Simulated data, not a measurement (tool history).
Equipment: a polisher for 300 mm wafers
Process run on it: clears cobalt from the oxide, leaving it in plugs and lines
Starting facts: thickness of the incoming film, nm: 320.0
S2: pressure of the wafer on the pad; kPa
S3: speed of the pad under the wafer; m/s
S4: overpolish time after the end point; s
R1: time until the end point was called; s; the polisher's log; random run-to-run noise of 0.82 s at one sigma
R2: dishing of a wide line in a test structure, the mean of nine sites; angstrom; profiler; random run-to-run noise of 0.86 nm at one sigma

{"run": 1, "hour": 0.0, "flow of slurry (ml/min)": 310, "S2": 10.3, "S3": 0.76, "S4": 26, "R1": 106.05, "R2": 447.59}
{"run": 2, "hour": 2.2, "flow of slurry (ml/min)": 285, "S2": 10.3, "S3": 0.76, "S4": 26, "R1": 107.73, "R2": 461.18}
{"run": 3, "hour": 10.7, "flow of slurry (ml/min)": 285, "S2": 9, "S3": 0.76, "S4": 26, "R1": 123.78, "R2": 427.13}
{"run": 4, "hour": 17.8, "flow of slurry (ml/min)": 290, "S2": 11, "S3": 0.76, "S4": 26, "R1": 101.09, "R2": 473.32}
{"hour": 22.2, "done": "slurry nozzle cleaned"}
{"run": 5, "hour": 22.2, "flow of slurry (ml/min)": 335, "S2": 11, "S3": 0.76, "S4": 26, "R1": 94.992, "R2": 491.01}
{"run": 6, "hour": 27.5, "flow of slurry (ml/min)": 365, "S2": 11.7, "S3": 0.76, "S4": 25, "R1": 91.643, "R2": 480.52}

Forecast run 7:
{"run": 7, "hour": 31.7, "flow of slurry (ml/min)": 365, "S2": 13.1, "S3": 0.76, "S4": 25, "R1": "?", "R2": "?"}

R1: 77.651 s
R2: 507.87 angstrom
